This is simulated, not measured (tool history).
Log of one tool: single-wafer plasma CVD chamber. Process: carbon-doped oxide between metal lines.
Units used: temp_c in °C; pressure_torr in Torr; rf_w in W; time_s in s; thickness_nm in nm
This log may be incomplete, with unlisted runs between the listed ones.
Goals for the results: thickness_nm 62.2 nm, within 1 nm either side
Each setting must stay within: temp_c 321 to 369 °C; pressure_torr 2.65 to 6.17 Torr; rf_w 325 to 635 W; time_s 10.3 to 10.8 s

{"run": 1, "hour": 0.0, "temp_c": 345, "pressure_torr": 4.41, "rf_w": 480, "time_s": 10.8, "thickness_nm": 54.535}
{"run": 2, "hour": 3.2, "temp_c": 345, "pressure_torr": 4.41, "rf_w": 480, "time_s": 10.8, "thickness_nm": 54.455}
{"run": 3, "hour": 11.7, "temp_c": 343, "pressure_torr": 4.56, "rf_w": 485, "time_s": 10.8, "thickness_nm": 55.817}
{"run": 4, "hour": 15.8, "temp_c": 343, "pressure_torr": 4.56, "rf_w": 485, "time_s": 10.3, "thickness_nm": 52.887}
{"hour": 19.2, "done": "capacitance manometer re-zeroed and calibrated"}
{"run": 5, "hour": 19.2, "temp_c": 343, "pressure_torr": 4.56, "rf_w": 525, "time_s": 10.3, "thickness_nm": 55.429}
{"run": 6, "hour": 26.8, "temp_c": 342, "pressure_torr": 4.69, "rf_w": 530, "time_s": 10.3, "thickness_nm": 56.551}
{"run": 7, "hour": 31.9, "temp_c": 341, "pressure_torr": 4.8, "rf_w": 535, "time_s": 10.3, "thickness_nm": 56.674}
{"run": 8, "hour": 32.8, "temp_c": 340, "pressure_torr": 4.86, "rf_w": 540, "time_s": 10.3, "thickness_nm": 57.9}

Pick the move, out of 4, that brings all results within their allowed miss; only one does.
{"run": "A", "hour": 33.7, "temp_c": 347, "pressure_torr": 3.91, "rf_w": 605, "time_s": 10.4, "thickness_nm": "?"}
{"run": "B", "hour": 33.7, "temp_c": 338, "pressure_torr": 4.87, "rf_w": 560, "time_s": 10.7, "thickness_nm": "?"}
{"run": "C", "hour": 33.7, "temp_c": 343, "pressure_torr": 4.62, "rf_w": 540, "time_s": 10.7, "thickness_nm": "?"}
{"run": "D", "hour": 33.7, "temp_c": 337, "pressure_torr": 5.32, "rf_w": 530, "time_s": 10.4, "thickness_nm": "?"}

move=A thickness_nm=59.773
move=B thickness_nm=61.793
move=C thickness_nm=58.82
move=D thickness_nm=58.728
A: better than the last run, though not everything is in spec
B: meets every target
C: better than the last run, though not everything is in spec
D: better than the last run, though not everything is in spec
Answer: B

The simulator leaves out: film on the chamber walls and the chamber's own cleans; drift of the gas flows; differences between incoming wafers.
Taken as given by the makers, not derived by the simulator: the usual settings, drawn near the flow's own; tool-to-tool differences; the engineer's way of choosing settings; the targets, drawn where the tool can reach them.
